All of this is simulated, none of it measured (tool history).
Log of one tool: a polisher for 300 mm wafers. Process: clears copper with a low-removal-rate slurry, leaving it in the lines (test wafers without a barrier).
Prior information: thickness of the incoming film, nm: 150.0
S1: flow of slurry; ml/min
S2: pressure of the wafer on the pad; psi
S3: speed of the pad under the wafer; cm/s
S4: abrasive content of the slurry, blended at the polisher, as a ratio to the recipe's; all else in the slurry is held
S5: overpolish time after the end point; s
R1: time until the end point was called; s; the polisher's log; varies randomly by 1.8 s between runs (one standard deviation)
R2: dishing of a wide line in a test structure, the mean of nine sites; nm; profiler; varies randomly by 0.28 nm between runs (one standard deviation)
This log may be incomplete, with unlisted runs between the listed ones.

run 1 day=0.000 | S1=160 S2=2.2 S3=96 S4=1.0 S5=24 | R1=72.494 R2=35.616
run 2 day=0.367 | S1=135 S2=2.2 S3=96 S4=1.0 S5=24 | R1=74.682 R2=34.633
run 3 day=0.742 | S1=135 S2=2.6 S3=96 S4=1.0 S5=24 | R1=63.215 R2=38.504
run 4 day=1.112 | S1=140 S2=2.3 S3=94 S4=1.0 S5=22 | R1=71.540 R2=32.909
run 5 day=1.333 | S1=140 S2=2.1 S3=94 S4=1.0 S5=21 | R1=80.706 R2=29.703
run 6 day=1.529 | S1=140 S2=2.1 S3=78 S4=1.0 S5=21 | R1=87.821 R2=26.163

Estimate the outcome of run 7 from the log above:
run 7 day=1.679 | S1=140 S2=2.0 S3=78 S4=1.0 S5=21 | R1=? R2=?

R1: 93.419 s
R2: 26.267 nm

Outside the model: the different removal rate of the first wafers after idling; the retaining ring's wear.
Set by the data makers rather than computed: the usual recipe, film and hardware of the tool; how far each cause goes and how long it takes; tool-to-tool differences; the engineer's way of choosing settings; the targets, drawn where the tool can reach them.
